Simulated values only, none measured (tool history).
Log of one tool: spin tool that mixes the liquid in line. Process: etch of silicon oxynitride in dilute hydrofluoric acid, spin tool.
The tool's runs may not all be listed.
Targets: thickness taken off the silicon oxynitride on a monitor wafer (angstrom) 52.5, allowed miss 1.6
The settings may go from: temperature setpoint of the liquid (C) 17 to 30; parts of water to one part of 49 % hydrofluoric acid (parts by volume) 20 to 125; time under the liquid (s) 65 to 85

run,hour,temperature setpoint of the liquid (C),parts of water to one part of 49 % hydrofluoric acid (parts by volume),time under the liquid (s),thickness taken off the silicon oxynitride on a monitor wafer (angstrom)
1,0,22,70,85,28.164
2,1.2,22,70,65,21.317
3,2.7,23.5,65,65,24.659
4,5,23.5,90,65,17.66
5,12,23.5,90,65,17.621
6,18.4,24.5,80,65,20.986
7,27.2,25.5,70,65,24.728
8,29,26,60,65,30.172
9,36.1,26.5,55,65,34.132
10,37.1,27,50,65,37.965
11,38.3,27.5,50,65,39.785
12,42.1,28,50,65,40.402
13,50.8,28.5,50,65,41.336
14,54.6,29,50,65,42.446
15,59.8,29.5,45,65,48.47
16,68.2,29.5,45,65,48.393

Which of these 5 next moves meets every target?
A,76.6,28,45,65,?
B,76.6,30,55,85,?
C,76.6,30,60,85,?
D,76.6,28.5,50,70,?
E,76.6,28,40,70,?

move,thickness taken off the silicon oxynitride on a monitor wafer (angstrom)
A,45.139
B,52.526
C,47.899
D,44.583
E,54.94
A: further off than the last run
B: meets every target
C: further off than the last run
D: further off than the last run
E: takes the result that was furthest off past its target
The right move is B.

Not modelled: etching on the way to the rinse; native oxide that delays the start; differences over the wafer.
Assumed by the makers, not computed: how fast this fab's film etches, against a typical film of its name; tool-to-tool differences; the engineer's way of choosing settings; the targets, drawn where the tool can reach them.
